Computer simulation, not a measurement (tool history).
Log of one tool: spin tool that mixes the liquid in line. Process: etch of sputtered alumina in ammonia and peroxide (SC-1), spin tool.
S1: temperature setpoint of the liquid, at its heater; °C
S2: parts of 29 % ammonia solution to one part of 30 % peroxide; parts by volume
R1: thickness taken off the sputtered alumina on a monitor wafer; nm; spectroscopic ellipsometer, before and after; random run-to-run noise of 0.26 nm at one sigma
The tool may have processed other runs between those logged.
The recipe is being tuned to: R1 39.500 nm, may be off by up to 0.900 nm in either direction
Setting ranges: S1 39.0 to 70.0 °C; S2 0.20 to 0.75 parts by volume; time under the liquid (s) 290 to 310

run 1 hour=0.0 | S1=55.0 S2=0.45 time_under_the_liquid_(s)=290 | R1=31.776
run 2 hour=7.8 | S1=55.0 S2=0.45 time_under_the_liquid_(s)=290 | R1=31.440
run 3 hour=11.6 | S1=56.0 S2=0.45 time_under_the_liquid_(s)=290 | R1=33.848
run 4 hour=15.2 | S1=56.0 S2=0.45 time_under_the_liquid_(s)=290 | R1=33.480
run 5 hour=15.8 | S1=56.0 S2=0.35 time_under_the_liquid_(s)=290 | R1=32.793
run 6 hour=17.9 | S1=53.0 S2=0.35 time_under_the_liquid_(s)=290 | R1=28.023
run 7 hour=19.6 | S1=54.0 S2=0.35 time_under_the_liquid_(s)=290 | R1=29.042
run 8 hour=27.4 | S1=55.0 S2=0.35 time_under_the_liquid_(s)=290 | R1=30.962
run 9 hour=29.2 | S1=56.0 S2=0.35 time_under_the_liquid_(s)=290 | R1=32.681
run 10 hour=36.1 | S1=56.5 S2=0.35 time_under_the_liquid_(s)=290 | R1=33.439
run 11 hour=41.4 | S1=57.0 S2=0.35 time_under_the_liquid_(s)=290 | R1=34.354
run 12 hour=42.8 | S1=57.5 S2=0.35 time_under_the_liquid_(s)=290 | R1=35.241
run 13 hour=43.9 | S1=58.0 S2=0.35 time_under_the_liquid_(s)=290 | R1=35.805
run 14 hour=52.1 | S1=58.5 S2=0.35 time_under_the_liquid_(s)=290 | R1=37.109
run 15 hour=59.5 | S1=59.0 S2=0.35 time_under_the_liquid_(s)=290 | R1=38.381

Which of these 4 next moves meets every target?
run A hour=66.9 | S1=58.0 S2=0.40 time_under_the_liquid_(s)=300 | R1=?
run B hour=66.9 | S1=59.5 S2=0.25 time_under_the_liquid_(s)=300 | R1=?
run C hour=66.9 | S1=58.5 S2=0.35 time_under_the_liquid_(s)=290 | R1=?
run D hour=66.9 | S1=57.5 S2=0.60 time_under_the_liquid_(s)=290 | R1=?

move=A R1=38.023
move=B R1=39.307
move=C R1=37.250
move=D R1=37.209
A: misses by more than the last run did
B: every result lands within tolerance
C: misses by more than the last run did
D: misses by more than the last run did
B is the move that brings every result within its allowed miss.
